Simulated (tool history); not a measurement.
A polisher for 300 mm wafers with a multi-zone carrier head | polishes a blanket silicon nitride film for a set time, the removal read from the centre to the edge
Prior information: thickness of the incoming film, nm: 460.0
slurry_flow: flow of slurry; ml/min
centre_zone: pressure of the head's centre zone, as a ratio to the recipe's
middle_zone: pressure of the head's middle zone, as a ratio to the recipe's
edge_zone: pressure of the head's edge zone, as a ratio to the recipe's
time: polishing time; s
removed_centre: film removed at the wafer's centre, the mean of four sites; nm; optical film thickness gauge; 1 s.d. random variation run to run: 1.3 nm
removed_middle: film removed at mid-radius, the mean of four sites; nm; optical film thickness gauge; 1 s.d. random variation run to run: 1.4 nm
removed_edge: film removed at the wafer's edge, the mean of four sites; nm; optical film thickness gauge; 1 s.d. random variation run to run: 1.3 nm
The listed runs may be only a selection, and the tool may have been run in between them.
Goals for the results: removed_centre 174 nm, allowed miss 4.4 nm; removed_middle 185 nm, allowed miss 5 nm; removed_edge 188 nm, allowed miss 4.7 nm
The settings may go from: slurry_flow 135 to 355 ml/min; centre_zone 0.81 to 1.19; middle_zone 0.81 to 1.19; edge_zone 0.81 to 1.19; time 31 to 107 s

run	day	slurry_flow	centre_zone	middle_zone	edge_zone	time	removed_centre	removed_middle	removed_edge
1	0	225	1	1	1	69	134.15	137.86	136.26
2	0.192	225	0.94	1	1	69	125.47	137.57	132.86
3	0.3	225	0.94	1.08	1	69	126.27	142.1	134.8
4	0.658	225	0.94	1	1	69	126.17	137.4	135.29
5	0.704	195	0.94	1	1	69	125.82	136.02	132.75
6	1.025	195	0.94	1	1	63	112.46	120.28	121.06
7	1.112	225	0.97	1.01	1.06	69	130.52	136.56	136.89
8	1.208	245	0.96	1.01	1.1	75	141.48	150.59	150.38

Which single option among these 4 for the next run brings every result within its allowed miss of target? Just one does.
A	1.304	235	0.88	1	1.11	93	?	?	?
B	1.304	240	0.82	0.98	1.14	98	?	?	?
C	1.304	145	0.99	1.04	1.13	98	?	?	?
D	1.304	260	0.97	1.04	1.18	95	?	?	?

move	removed_centre	removed_middle	removed_edge
A	161.81	186.27	189.69
B	160.26	194.51	201.9
C	174.06	185.53	189.45
D	183.36	197.13	199.08
A: meets the target for the result that was furthest off, but another lies outside its allowed miss
B: carries the result that was furthest off beyond its target, to the other side
C: all results land within tolerance of their targets
D: carries the result that was furthest off beyond its target, to the other side
Move C is the one to make.
